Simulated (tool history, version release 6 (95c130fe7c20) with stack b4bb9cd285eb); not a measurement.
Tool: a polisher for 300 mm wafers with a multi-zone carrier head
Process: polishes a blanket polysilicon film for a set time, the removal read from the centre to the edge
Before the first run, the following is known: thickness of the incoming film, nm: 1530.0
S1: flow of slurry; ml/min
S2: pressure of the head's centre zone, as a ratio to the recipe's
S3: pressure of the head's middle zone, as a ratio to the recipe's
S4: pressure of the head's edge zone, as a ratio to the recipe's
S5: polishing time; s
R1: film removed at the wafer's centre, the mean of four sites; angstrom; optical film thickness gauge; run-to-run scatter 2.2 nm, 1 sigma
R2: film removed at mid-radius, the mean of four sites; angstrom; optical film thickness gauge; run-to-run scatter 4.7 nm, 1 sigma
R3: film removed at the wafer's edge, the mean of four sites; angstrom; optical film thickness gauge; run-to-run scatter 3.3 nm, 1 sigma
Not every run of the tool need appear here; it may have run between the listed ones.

run,hour,S1,S2,S3,S4,S5,R1,R2,R3
1,0,175,1,1,1,31,2512.1,2560,2376.6
2,7.6,180,1,1.02,1.02,31,2499.7,2585.3,2444
3,11.2,185,1,1.04,1.02,31,2543,2608.1,2360.5
4,13.8,185,1,1.04,1.1,31,2563.7,2531.5,2536
5,19.2,185,1,1.04,1.1,39,3212.6,3227.2,3128.8
6,28.1,185,1.07,1.04,1.1,39,3385.3,3255.7,3181.9
7,29.1,180,1.05,1.05,1.09,39,3325.5,3247.5,3217.7
8,33.3,180,1.03,1.06,1.07,39,3296.2,3324.4,3135.4
# hour 36.1: edge zone pressure recalibrated
9,36.1,175,1.01,1.07,1.06,39,3194.5,3341.1,3246
10,40.2,175,0.99,1.07,1.04,39,3135.8,3388,3217

Estimate the outcome of run 11 from the log above:
11,47.5,175,0.98,1.07,1.02,39,?,?,?

{"run 11": {"R1": 3082.9, "R2": 3340.4, "R3": 3174.5}}
